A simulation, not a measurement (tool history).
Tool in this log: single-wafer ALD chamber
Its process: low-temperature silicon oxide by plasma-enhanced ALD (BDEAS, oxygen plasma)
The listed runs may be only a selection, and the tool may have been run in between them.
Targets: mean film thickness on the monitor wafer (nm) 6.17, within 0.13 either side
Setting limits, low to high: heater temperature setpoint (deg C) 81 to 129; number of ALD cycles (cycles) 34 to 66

| run | hour | heater temperature setpoint (deg C) | number of ALD cycles (cycles) | mean film thickness on the monitor wafer (nm) |
|---|---|---|---|---|
| 1 | 0 | 105 | 50 | 6.8565 |
| 2 | 4.3 | 106 | 49 | 6.824 |
| 3 | 12.4 | 96 | 49 | 6.9412 |
| 4 | 15.8 | 98 | 48 | 6.8111 |
| 5 | 21.5 | 98 | 42 | 5.9166 |
| 6 | 27.4 | 98 | 40 | 5.6894 |
| 7 | 30.2 | 97 | 41 | 5.8218 |
| 8 | 32.8 | 96 | 42 | 5.9666 |
| 9 | 34.2 | 93 | 44 | 6.3325 |

Below are 4 possible settings for the next run. Only one of them brings all results inside the allowed miss of their targets. Which is it?
| A | 35.6 | 99 | 44 | ? |
| B | 35.6 | 108 | 42 | ? |
| C | 35.6 | 81 | 39 | ? |
| D | 35.6 | 102 | 42 | ? |

| move | mean film thickness on the monitor wafer (nm) |
|---|---|
| A | 6.2681 |
| B | 5.8542 |
| C | 5.9629 |
| D | 5.9273 |
A: every result within its allowed miss
B: the result that was furthest off in the last run now lies on the other side of its target
C: the result that was furthest off in the last run now lies on the other side of its target
D: the result that was furthest off in the last run now lies on the other side of its target
A meets every target.
